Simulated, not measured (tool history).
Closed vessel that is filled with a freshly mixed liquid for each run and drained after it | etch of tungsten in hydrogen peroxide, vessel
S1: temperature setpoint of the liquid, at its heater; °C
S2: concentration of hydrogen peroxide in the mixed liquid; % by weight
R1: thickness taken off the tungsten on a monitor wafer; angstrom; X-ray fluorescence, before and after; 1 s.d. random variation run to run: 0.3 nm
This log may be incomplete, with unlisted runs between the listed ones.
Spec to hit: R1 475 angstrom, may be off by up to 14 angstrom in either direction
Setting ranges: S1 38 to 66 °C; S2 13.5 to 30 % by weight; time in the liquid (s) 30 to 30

Run 1, day 0: S1 54 °C, S2 25.5 % by weight, time in the liquid (s) 30. Result: R1 327.81 angstrom.
Run 2, day 0.071: S1 54 °C, S2 21.5 % by weight, time in the liquid (s) 30. Result: R1 298.88 angstrom.
Run 3, day 0.371: S1 56.5 °C, S2 21.5 % by weight, time in the liquid (s) 30. Result: R1 351.35 angstrom.
Run 4, day 0.679: S1 56.5 °C, S2 21.5 % by weight, time in the liquid (s) 30. Result: R1 350.3 angstrom.
Run 5, day 0.742: S1 58 °C, S2 21.5 % by weight, time in the liquid (s) 30. Result: R1 379.8 angstrom.
Run 6, day 1.1: S1 58 °C, S2 17.5 % by weight, time in the liquid (s) 30. Result: R1 344.52 angstrom.
Run 7, day 1.425: S1 59.5 °C, S2 17.5 % by weight, time in the liquid (s) 30. Result: R1 374.06 angstrom.
Run 8, day 1.692: S1 60.5 °C, S2 17.5 % by weight, time in the liquid (s) 30. Result: R1 399.33 angstrom.

Exactly one of the 4 candidate moves below puts every result within its allowed miss. Which one?
Run A, day 1.958: S1 52 °C, S2 27 % by weight, time in the liquid (s) 30. Result: R1 ?.
Run B, day 1.958: S1 57 °C, S2 17 % by weight, time in the liquid (s) 30. Result: R1 ?.
Run C, day 1.958: S1 65.5 °C, S2 17 % by weight, time in the liquid (s) 30. Result: R1 ?.
Run D, day 1.958: S1 60.5 °C, S2 25 % by weight, time in the liquid (s) 30. Result: R1 ?.

move      R1
   A  303.87
   B   324.6
   C  527.32
   D  482.13
A: misses by more than the last run did
B: misses by more than the last run did
C: carries the result that was furthest off beyond its target, to the other side
D: meets every target
D meets every target.
